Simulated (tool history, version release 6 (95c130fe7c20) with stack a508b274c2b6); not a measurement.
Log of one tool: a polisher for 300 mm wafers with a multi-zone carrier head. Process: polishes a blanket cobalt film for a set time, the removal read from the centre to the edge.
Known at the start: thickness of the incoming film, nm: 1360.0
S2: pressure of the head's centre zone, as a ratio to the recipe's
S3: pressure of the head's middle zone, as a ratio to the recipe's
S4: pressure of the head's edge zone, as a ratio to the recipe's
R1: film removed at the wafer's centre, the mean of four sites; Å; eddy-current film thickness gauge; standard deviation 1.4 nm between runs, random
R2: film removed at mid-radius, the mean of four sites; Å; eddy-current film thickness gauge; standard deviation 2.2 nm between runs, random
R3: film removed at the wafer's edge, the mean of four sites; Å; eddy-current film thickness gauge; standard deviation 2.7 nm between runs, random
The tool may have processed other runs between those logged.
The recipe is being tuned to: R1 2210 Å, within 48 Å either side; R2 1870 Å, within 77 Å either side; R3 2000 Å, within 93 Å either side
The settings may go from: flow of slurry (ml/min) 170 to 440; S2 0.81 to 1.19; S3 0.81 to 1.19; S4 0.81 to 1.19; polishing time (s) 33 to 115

run 1 hour=0 | flow_of_slurry_(ml/min)=280 S2=1 S3=1 S4=1 polishing_time_(s)=73 | R1=2960.5 R2=2836.4 R3=2848
run 2 hour=2.6 | flow_of_slurry_(ml/min)=280 S2=1 S3=0.98 S4=0.98 polishing_time_(s)=71 | R1=2850.4 R2=2733.2 R3=2761.1
run 3 hour=10.7 | flow_of_slurry_(ml/min)=280 S2=1.01 S3=0.97 S4=0.97 polishing_time_(s)=69 | R1=2789 R2=2671.5 R3=2687.5
run 4 hour=16.7 | flow_of_slurry_(ml/min)=280 S2=1.01 S3=0.89 S4=0.97 polishing_time_(s)=69 | R1=2770.6 R2=2449.4 R3=2631.6
run 5 hour=20.7 | flow_of_slurry_(ml/min)=280 S2=1.01 S3=0.88 S4=0.96 polishing_time_(s)=67 | R1=2729.5 R2=2406.2 R3=2533.1
run 6 hour=28.9 | flow_of_slurry_(ml/min)=280 S2=1.01 S3=0.88 S4=0.96 polishing_time_(s)=60 | R1=2444.8 R2=2123.3 R3=2329.1
run 7 hour=36.2 | flow_of_slurry_(ml/min)=275 S2=1.01 S3=0.87 S4=0.95 polishing_time_(s)=59 | R1=2400.4 R2=2099.1 R3=2321.2
run 8 hour=37.1 | flow_of_slurry_(ml/min)=280 S2=1.01 S3=0.87 S4=0.94 polishing_time_(s)=58 | R1=2331.9 R2=2041.7 R3=2198.9
run 9 hour=41.7 | flow_of_slurry_(ml/min)=280 S2=1.01 S3=0.86 S4=0.93 polishing_time_(s)=58 | R1=2350.2 R2=2051.1 R3=2166.8
run 10 hour=45.6 | flow_of_slurry_(ml/min)=280 S2=1.01 S3=0.85 S4=0.93 polishing_time_(s)=58 | R1=2355.6 R2=2039.1 R3=2197.6
run 11 hour=46.8 | flow_of_slurry_(ml/min)=270 S2=1.01 S3=0.83 S4=0.9 polishing_time_(s)=56 | R1=2246 R2=1919.8 R3=2088.6
run 12 hour=54.6 | flow_of_slurry_(ml/min)=270 S2=1.01 S3=0.83 S4=0.89 polishing_time_(s)=56 | R1=2239.5 R2=1916.8 R3=2069.1

Of the 4 settings listed for the next run, only one would bring every result within its allowed miss of target. Which one?
run A hour=62.4 | flow_of_slurry_(ml/min)=205 S2=1.03 S3=0.86 S4=0.89 polishing_time_(s)=55 | R1=? R2=? R3=?
run B hour=62.4 | flow_of_slurry_(ml/min)=285 S2=0.97 S3=0.92 S4=0.81 polishing_time_(s)=56 | R1=? R2=? R3=?
run C hour=62.4 | flow_of_slurry_(ml/min)=175 S2=1.09 S3=0.81 S4=1.13 polishing_time_(s)=55 | R1=? R2=? R3=?
run D hour=62.4 | flow_of_slurry_(ml/min)=255 S2=1.05 S3=0.81 S4=0.89 polishing_time_(s)=55 | R1=? R2=? R3=?

move=A R1=2197.3 R2=1898.6 R3=1968.6
move=B R1=2187.1 R2=2099 R3=1969.7
move=C R1=2276.4 R2=1784.8 R3=2180
move=D R1=2298.1 R2=1862.7 R3=2004.2
A: every result within its allowed miss
B: the furthest-off result lands on target, but another misses its tolerance
C: lands further from the targets than the last run did
D: the furthest-off result lands on target, but another misses its tolerance
Answer: A
